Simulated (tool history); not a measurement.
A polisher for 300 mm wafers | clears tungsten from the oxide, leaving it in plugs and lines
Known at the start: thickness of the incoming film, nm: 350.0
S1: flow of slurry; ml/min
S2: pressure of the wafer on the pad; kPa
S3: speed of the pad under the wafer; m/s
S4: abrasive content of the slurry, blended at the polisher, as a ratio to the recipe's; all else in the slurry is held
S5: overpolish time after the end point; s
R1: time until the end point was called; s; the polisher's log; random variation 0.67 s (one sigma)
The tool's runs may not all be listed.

| run | hour | S1 | S2 | S3 | S4 | S5 | R1 |
|---|---|---|---|---|---|---|---|
| 1 | 0.0 | 160 | 24.8 | 1.02 | 1.0 | 10 | 70.560 |
| 2 | 2.9 | 160 | 22.8 | 1.02 | 1.0 | 10 | 74.233 |
| 3 | 6.8 | 160 | 24.8 | 1.02 | 1.0 | 10 | 68.524 |
| 4 | 14.7 | 160 | 26.9 | 1.04 | 1.0 | 10 | 63.763 |
| 5 | 23.0 | 160 | 30.3 | 1.04 | 1.0 | 10 | 55.223 |
| 6 | 24.3 | 160 | 35.2 | 1.04 | 1.0 | 10 | 48.888 |
| 7 | 26.6 | 160 | 35.2 | 1.04 | 1.0 | 10 | 47.880 |

Forecast run 8:
| 8 | 33.4 | 160 | 35.9 | 1.04 | 1.0 | 10 | ? |

Run 8 gave R1 48.115 s.
